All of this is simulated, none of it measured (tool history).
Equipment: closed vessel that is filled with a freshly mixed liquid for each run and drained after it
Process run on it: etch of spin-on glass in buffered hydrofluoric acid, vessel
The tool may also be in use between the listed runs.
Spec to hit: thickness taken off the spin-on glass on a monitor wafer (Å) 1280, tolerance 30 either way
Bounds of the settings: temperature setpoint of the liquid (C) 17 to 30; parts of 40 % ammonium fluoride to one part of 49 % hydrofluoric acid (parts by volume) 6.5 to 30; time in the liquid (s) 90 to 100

run	hour	temperature setpoint of the liquid (C)	parts of 40 % ammonium fluoride to one part of 49 % hydrofluoric acid (parts by volume)	time in the liquid (s)	thickness taken off the spin-on glass on a monitor wafer (Å)
1	0	22	18.5	90	1599.7
2	2.9	21.5	18.5	90	1564.8
3	11.8	21	18.5	90	1515.2
4	16.6	24	18.5	90	1782.3
5	18.3	24	18.5	100	1971.9
6	27.1	24	14.5	100	2499.6
7	30	23	15.5	100	2231.6
8	37.8	22	16	100	2030.6
9	44.7	21.5	16.5	100	1954.3
10	53	21	17	100	1833.9
11	60.4	21	17	100	1816.5
12	67	17	20	100	1235.7

4 candidate next runs follow, results not yet known. Just one meets every target within its allowed miss. Identify it.
A	73.6	18	20	90	?
B	73.6	17	20	95	?
C	73.6	17	18.5	95	?
D	73.6	17	19	90	?

move	thickness taken off the spin-on glass on a monitor wafer (Å)
A	1168.3
B	1164.8
C	1258.2
D	1161
A: moves away from the targets compared with the last run
B: moves away from the targets compared with the last run
C: each result inside its tolerance
D: moves away from the targets compared with the last run
So the answer is move C, the one that meets all the targets.
